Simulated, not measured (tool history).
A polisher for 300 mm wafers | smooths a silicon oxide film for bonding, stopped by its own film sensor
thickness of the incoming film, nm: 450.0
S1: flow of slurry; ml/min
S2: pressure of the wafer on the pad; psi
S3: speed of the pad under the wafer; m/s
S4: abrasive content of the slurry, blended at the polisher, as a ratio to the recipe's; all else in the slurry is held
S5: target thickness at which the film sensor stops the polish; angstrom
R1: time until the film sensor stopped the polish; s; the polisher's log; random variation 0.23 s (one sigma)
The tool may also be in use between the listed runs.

{"run": 1, "hour": 0.0, "S1": 160, "S2": 2.6, "S3": 1.08, "S4": 1, "S5": 4090, "R1": 40.916}
{"run": 2, "hour": 8.9, "S1": 165, "S2": 3, "S3": 1.08, "S4": 1, "S5": 4090, "R1": 35.219}
{"run": 3, "hour": 15.0, "S1": 165, "S2": 2.4, "S3": 1.08, "S4": 1, "S5": 4090, "R1": 43.477}
{"run": 4, "hour": 22.3, "S1": 170, "S2": 2.9, "S3": 1.1, "S4": 1, "S5": 4090, "R1": 35.746}
{"run": 5, "hour": 30.1, "S1": 170, "S2": 2.9, "S3": 1.1, "S4": 0.95, "S5": 4090, "R1": 37.488}
{"run": 6, "hour": 31.2, "S1": 170, "S2": 3.2, "S3": 1.14, "S4": 0.95, "S5": 4090, "R1": 33.101}
{"run": 7, "hour": 36.7, "S1": 170, "S2": 3.4, "S3": 1.18, "S4": 0.95, "S5": 4090, "R1": 29.669}

Run 8 comes next. What will it give?
{"run": 8, "hour": 40.4, "S1": 170, "S2": 3.6, "S3": 1.2, "S4": 0.95, "S5": 4090, "R1": "?"}

{"run 8": {"R1": 27.881}}

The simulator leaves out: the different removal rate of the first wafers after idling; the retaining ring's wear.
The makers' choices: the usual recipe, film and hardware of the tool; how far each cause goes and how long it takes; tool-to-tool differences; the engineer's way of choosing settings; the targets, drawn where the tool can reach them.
